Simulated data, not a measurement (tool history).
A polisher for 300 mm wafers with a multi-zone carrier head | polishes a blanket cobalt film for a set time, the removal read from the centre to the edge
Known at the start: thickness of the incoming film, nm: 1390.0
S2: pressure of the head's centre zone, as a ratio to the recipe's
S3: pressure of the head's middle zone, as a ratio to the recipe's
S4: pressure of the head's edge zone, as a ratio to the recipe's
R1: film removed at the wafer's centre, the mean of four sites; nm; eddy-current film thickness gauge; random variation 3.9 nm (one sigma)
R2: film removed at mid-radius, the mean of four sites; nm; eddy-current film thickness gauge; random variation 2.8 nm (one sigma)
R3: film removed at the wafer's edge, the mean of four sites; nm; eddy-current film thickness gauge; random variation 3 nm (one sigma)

{"run": 1, "day": 0.0, "flow of slurry (ml/min)": 215, "S2": 1.0, "S3": 1.0, "S4": 1.0, "polishing time (s)": 79, "R1": 321.33, "R2": 321.57, "R3": 322.71}
{"run": 2, "day": 0.075, "flow of slurry (ml/min)": 180, "S2": 1.0, "S3": 1.0, "S4": 1.0, "polishing time (s)": 79, "R1": 306.24, "R2": 310.91, "R3": 318.14}
{"run": 3, "day": 0.262, "flow of slurry (ml/min)": 180, "S2": 1.0, "S3": 1.0, "S4": 0.92, "polishing time (s)": 79, "R1": 306.19, "R2": 310.95, "R3": 303.24}
{"run": 4, "day": 0.596, "flow of slurry (ml/min)": 180, "S2": 1.0, "S3": 0.94, "S4": 0.92, "polishing time (s)": 79, "R1": 310.89, "R2": 295.46, "R3": 303.75}
{"run": 5, "day": 0.958, "flow of slurry (ml/min)": 200, "S2": 1.04, "S3": 0.96, "S4": 0.98, "polishing time (s)": 83, "R1": 346.79, "R2": 322.75, "R3": 331.56}
{"run": 6, "day": 1.175, "flow of slurry (ml/min)": 215, "S2": 1.07, "S3": 0.96, "S4": 1.03, "polishing time (s)": 86, "R1": 370.84, "R2": 333.1, "R3": 353.52}
{"run": 7, "day": 1.546, "flow of slurry (ml/min)": 230, "S2": 1.09, "S3": 0.97, "S4": 1.06, "polishing time (s)": 89, "R1": 396.79, "R2": 357.94, "R3": 379.9}
{"run": 8, "day": 1.692, "flow of slurry (ml/min)": 250, "S2": 1.12, "S3": 0.98, "S4": 1.09, "polishing time (s)": 90, "R1": 413.27, "R2": 363.79, "R3": 389.12}
{"run": 9, "day": 1.971, "flow of slurry (ml/min)": 260, "S2": 1.14, "S3": 0.99, "S4": 1.11, "polishing time (s)": 92, "R1": 429.92, "R2": 385.15, "R3": 400.59}
{"run": 10, "day": 2.192, "flow of slurry (ml/min)": 270, "S2": 1.15, "S3": 0.98, "S4": 1.12, "polishing time (s)": 93, "R1": 449.3, "R2": 377.58, "R3": 411.96}
{"run": 11, "day": 2.354, "flow of slurry (ml/min)": 280, "S2": 1.16, "S3": 0.99, "S4": 1.14, "polishing time (s)": 94, "R1": 459.9, "R2": 392.04, "R3": 415.44}

Forecast run 12:
{"run": 12, "day": 2.625, "flow of slurry (ml/min)": 280, "S2": 1.16, "S3": 0.99, "S4": 1.15, "polishing time (s)": 95, "R1": "?", "R2": "?", "R3": "?"}

{"run 12": {"R1": 465.19, "R2": 395.29, "R3": 424.95}}
